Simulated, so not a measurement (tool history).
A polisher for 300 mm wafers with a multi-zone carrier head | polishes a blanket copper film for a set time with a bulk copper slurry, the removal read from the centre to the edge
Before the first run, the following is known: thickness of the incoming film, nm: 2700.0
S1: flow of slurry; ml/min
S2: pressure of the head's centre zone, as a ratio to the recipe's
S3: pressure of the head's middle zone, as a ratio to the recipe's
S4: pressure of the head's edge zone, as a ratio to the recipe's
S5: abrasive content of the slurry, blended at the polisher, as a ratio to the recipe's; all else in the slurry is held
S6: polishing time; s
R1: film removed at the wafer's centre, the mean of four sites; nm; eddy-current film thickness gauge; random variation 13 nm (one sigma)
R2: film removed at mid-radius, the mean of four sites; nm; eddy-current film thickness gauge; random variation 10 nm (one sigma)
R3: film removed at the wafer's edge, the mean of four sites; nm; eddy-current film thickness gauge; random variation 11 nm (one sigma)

| run | hour | S1 | S2 | S3 | S4 | S5 | S6 | R1 | R2 | R3 |
|---|---|---|---|---|---|---|---|---|---|---|
| 1 | 0.0 | 245 | 1.00 | 1.00 | 1.00 | 1.00 | 85 | 703.60 | 707.36 | 741.44 |
| 2 | 2.2 | 270 | 1.00 | 1.00 | 1.00 | 1.00 | 85 | 746.07 | 734.37 | 735.01 |
| 3 | 6.4 | 260 | 0.99 | 1.02 | 1.03 | 1.15 | 88 | 779.37 | 773.28 | 782.56 |
| 4 | 11.2 | 260 | 0.99 | 1.02 | 1.11 | 1.15 | 88 | 745.87 | 769.57 | 817.63 |
| 5 | 19.0 | 260 | 0.99 | 1.02 | 1.11 | 1.15 | 106 | 933.67 | 929.35 | 977.79 |
| 6 | 27.8 | 260 | 0.99 | 1.06 | 1.11 | 1.15 | 106 | 940.37 | 945.19 | 999.43 |
| 7 | 28.6 | 260 | 0.96 | 1.07 | 1.10 | 1.15 | 106 | 916.91 | 975.49 | 967.99 |

Estimate the outcome of run 8 from the log above:
| 8 | 30.1 | 250 | 0.95 | 1.06 | 1.11 | 1.15 | 106 | ? | ? | ? |

Run 8 produced R1 887.69 nm, R2 942.70 nm, R3 1003.90 nm.
